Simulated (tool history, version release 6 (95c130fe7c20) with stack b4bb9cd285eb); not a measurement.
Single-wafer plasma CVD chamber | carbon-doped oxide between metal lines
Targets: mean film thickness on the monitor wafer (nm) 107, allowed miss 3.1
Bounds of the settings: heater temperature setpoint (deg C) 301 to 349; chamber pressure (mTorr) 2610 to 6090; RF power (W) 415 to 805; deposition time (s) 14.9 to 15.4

run	hour	heater temperature setpoint (deg C)	chamber pressure (mTorr)	RF power (W)	deposition time (s)	mean film thickness on the monitor wafer (nm)
1	0	325	4350	610	14.9	89.927
2	3.5	325	4350	610	14.9	90.26
3	5.4	325	4350	695	14.9	94.808
4	8.6	325	4350	695	14.9	95.967
5	12.3	323	4490	715	15	98.608
6	15.1	321	4590	735	15	101.64
7	17.7	320	4670	745	15	102.48
8	24.1	319	4720	755	15	103.8

4 next moves are on the table. One of them brings every result within its allowed miss. Which?
A	30.5	320	4450	730	14.9	?
B	30.5	328	5960	695	15.3	?
C	30.5	319	5800	735	15.3	?
D	30.5	318	5290	680	15.1	?

move	mean film thickness on the monitor wafer (nm)
A	100.57
B	101.23
C	107.77
D	101.57
A: further off than the last run
B: further off than the last run
C: meets every target
D: further off than the last run
Move C is the one to make.

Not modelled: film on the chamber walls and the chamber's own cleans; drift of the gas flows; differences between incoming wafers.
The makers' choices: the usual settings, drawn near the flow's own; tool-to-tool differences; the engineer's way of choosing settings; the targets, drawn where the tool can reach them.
